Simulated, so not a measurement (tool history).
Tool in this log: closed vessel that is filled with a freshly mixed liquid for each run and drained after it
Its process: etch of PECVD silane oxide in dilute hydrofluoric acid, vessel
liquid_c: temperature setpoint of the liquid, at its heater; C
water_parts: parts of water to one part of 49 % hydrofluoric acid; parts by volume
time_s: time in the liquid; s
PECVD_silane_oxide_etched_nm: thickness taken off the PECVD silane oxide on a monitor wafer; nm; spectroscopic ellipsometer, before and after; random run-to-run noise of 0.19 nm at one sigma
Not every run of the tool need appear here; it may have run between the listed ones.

run,day,liquid_c,water_parts,time_s,PECVD_silane_oxide_etched_nm
1,0,23,275,755,37.45
2,0.258,22.5,285,755,35.147
3,0.629,22,295,755,32.918
4,0.912,21.5,300,755,31.295
5,1.288,21,305,755,30.134
6,1.329,21,230,755,43.277

What will run 7 give?
7,1.412,20.5,245,755,?

{"run 7": {"PECVD_silane_oxide_etched_nm": 39.532}}
